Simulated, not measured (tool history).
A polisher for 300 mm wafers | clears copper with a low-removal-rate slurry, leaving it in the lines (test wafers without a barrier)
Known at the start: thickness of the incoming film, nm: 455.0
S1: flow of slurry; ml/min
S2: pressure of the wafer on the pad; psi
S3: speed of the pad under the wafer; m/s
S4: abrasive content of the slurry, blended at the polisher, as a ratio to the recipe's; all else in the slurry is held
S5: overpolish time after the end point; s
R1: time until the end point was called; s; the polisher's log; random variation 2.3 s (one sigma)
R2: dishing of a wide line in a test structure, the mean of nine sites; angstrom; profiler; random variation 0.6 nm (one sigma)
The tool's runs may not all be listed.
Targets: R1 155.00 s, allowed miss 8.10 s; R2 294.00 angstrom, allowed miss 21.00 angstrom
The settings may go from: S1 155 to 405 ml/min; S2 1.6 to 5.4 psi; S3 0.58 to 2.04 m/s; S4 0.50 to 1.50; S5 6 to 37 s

{"run": 1, "day": 0.0, "S1": 260, "S2": 3.5, "S3": 1.3, "S4": 1.0, "S5": 19, "R1": 104.17, "R2": 487.24}
{"run": 2, "day": 0.154, "S1": 260, "S2": 3.3, "S3": 1.3, "S4": 1.0, "S5": 18, "R1": 106.59, "R2": 444.36}
{"run": 3, "day": 0.492, "S1": 260, "S2": 3.1, "S3": 1.3, "S4": 1.0, "S5": 18, "R1": 113.32, "R2": 435.06}
{"run": 4, "day": 0.767, "S1": 260, "S2": 3.0, "S3": 1.3, "S4": 1.0, "S5": 18, "R1": 117.9, "R2": 425.42}
{"run": 5, "day": 0.875, "S1": 260, "S2": 2.9, "S3": 1.3, "S4": 1.0, "S5": 17, "R1": 122.57, "R2": 389.61}
{"run": 6, "day": 0.938, "S1": 260, "S2": 2.8, "S3": 1.3, "S4": 1.0, "S5": 17, "R1": 127.26, "R2": 390.88}
{"run": 7, "day": 1.146, "S1": 260, "S2": 2.7, "S3": 1.3, "S4": 1.0, "S5": 17, "R1": 130.87, "R2": 378.92}
{"run": 8, "day": 1.238, "S1": 260, "S2": 2.0, "S3": 1.28, "S4": 1.0, "S5": 14, "R1": 175.94, "R2": 244.22}

Which of these 4 next moves meets every target?
{"run": "A", "day": 1.329, "S1": 185, "S2": 2.5, "S3": 1.42, "S4": 0.8, "S5": 12, "R1": "?", "R2": "?"}
{"run": "B", "day": 1.329, "S1": 260, "S2": 2.0, "S3": 1.54, "S4": 0.95, "S5": 15, "R1": "?", "R2": "?"}
{"run": "C", "day": 1.329, "S1": 250, "S2": 2.7, "S3": 1.28, "S4": 0.9, "S5": 11, "R1": "?", "R2": "?"}
{"run": "D", "day": 1.329, "S1": 245, "S2": 2.7, "S3": 1.34, "S4": 0.9, "S5": 13, "R1": "?", "R2": "?"}

move=A R1=143.89 R2=267.13
move=B R1=155.33 R2=299.08
move=C R1=137.07 R2=259.21
move=D R1=132.47 R2=307.99
A: takes the result that was furthest off past its target
B: meets every target
C: takes the result that was furthest off past its target
D: takes the result that was furthest off past its target
The right move is B.

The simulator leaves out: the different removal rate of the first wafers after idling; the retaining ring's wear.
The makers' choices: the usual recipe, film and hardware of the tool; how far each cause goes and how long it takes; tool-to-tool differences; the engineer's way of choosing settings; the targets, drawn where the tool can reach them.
